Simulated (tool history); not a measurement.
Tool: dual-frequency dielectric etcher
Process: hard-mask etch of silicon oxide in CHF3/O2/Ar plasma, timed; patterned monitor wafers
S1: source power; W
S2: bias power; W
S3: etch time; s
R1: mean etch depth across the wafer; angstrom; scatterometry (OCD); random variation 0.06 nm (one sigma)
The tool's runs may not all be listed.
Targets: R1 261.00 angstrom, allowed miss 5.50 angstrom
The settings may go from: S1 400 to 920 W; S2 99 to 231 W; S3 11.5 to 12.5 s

run  hour   S1   S2    S3      R1
  1   0.0  660  165  12.5  228.57
  2   3.5  660  165  12.5  229.22
  3   8.2  740  165  12.5  240.61
  4   9.5  700  165  12.5  234.83
  5  12.3  730  167  12.5  240.74
  6  20.2  730  149  12.5  228.85
  7  28.6  760  152  12.5  234.76
  8  35.2  790  154  12.5  240.53
  9  40.7  810  155  12.5  243.71
 10  45.7  830  156  12.5  247.55
 11  51.3  840  157  12.5  249.15
 12  55.2  850  158  12.5  250.82
 13  59.7  860  159  12.5  252.93
 14  66.3  870  160  12.5  256.18

4 next moves are on the table. One of them brings every result within its allowed miss. Which?
  A  72.9  880  151  12.5   ?
  B  72.9  880  158  12.0   ?
  C  72.9  900  183  12.0   ?
  D  72.9  910  154  12.0   ?

move      R1
   A  249.99
   B  244.57
   C  262.49
   D  245.51
A: further off than the last run
B: further off than the last run
C: meets every target
D: further off than the last run
The right move is C.

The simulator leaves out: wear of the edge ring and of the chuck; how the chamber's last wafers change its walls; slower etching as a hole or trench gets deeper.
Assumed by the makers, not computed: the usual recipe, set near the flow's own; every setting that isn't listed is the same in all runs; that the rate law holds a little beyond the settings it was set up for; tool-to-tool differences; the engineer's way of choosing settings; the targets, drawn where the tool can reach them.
